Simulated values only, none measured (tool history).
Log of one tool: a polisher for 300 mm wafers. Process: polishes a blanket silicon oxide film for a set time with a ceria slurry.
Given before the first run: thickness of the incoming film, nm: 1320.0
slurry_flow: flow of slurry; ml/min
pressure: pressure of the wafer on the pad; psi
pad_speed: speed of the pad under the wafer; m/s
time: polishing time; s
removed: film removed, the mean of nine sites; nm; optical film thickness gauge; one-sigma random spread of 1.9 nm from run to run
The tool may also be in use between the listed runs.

run,hour,slurry_flow,pressure,pad_speed,time,removed
1,0,135,3,1.38,49,310.03
2,2.2,130,2.8,1.38,49,288.87
3,5.8,125,2.7,1.38,49,274.63
4,8.5,120,2.6,1.38,49,261.09
5,10.8,115,2.5,1.38,49,255.82
6,17.4,135,2.5,1.38,49,260.27

Run 7 comes next. What will it give?
7,20.2,130,2.4,1.38,49,?

{"run 7": {"removed": 249.04}}
